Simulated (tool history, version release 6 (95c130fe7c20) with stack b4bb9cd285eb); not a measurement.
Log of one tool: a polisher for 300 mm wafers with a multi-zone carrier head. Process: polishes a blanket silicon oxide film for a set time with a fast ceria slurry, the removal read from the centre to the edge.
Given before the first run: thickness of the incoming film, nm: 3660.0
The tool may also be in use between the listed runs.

| run | hour | flow of slurry (ml/min) | pressure of the head's centre zone | pressure of the head's middle zone | pressure of the head's edge zone | polishing time (s) | film removed at the wafer's centre (angstrom) | film removed at mid-radius (angstrom) | film removed at the wafer's edge (angstrom) |
|---|---|---|---|---|---|---|---|---|---|
| 1 | 0.0 | 255 | 1.00 | 1.00 | 1.00 | 57 | 6040.2 | 5915.8 | 6253.9 |
| 2 | 7.1 | 255 | 0.99 | 1.03 | 0.96 | 50 | 5326.2 | 5440.4 | 5320.6 |
| 3 | 13.6 | 255 | 0.97 | 1.03 | 0.93 | 46 | 4757.6 | 5019.5 | 4938.8 |
| 4 | 21.4 | 255 | 1.02 | 1.03 | 0.93 | 46 | 4857.9 | 5012.5 | 4893.1 |
| 5 | 30.1 | 255 | 1.02 | 1.03 | 0.86 | 46 | 5131.4 | 4914.8 | 4678.2 |
| 6 | 35.9 | 255 | 0.99 | 1.03 | 0.86 | 46 | 4754.9 | 5077.3 | 4640.8 |
| 7 | 40.3 | 250 | 0.98 | 1.02 | 0.85 | 44 | 4657.5 | 4780.5 | 4460.3 |
| 8 | 41.5 | 245 | 0.96 | 1.02 | 0.84 | 42 | 4323.7 | 4565.8 | 4226.8 |

Forecast run 9:
| 9 | 45.4 | 235 | 0.95 | 1.02 | 0.83 | 42 | ? | ? | ? |

film removed at the wafer's centre (angstrom): 4193.7
film removed at mid-radius (angstrom): 4427.6
film removed at the wafer's edge (angstrom): 4166.7

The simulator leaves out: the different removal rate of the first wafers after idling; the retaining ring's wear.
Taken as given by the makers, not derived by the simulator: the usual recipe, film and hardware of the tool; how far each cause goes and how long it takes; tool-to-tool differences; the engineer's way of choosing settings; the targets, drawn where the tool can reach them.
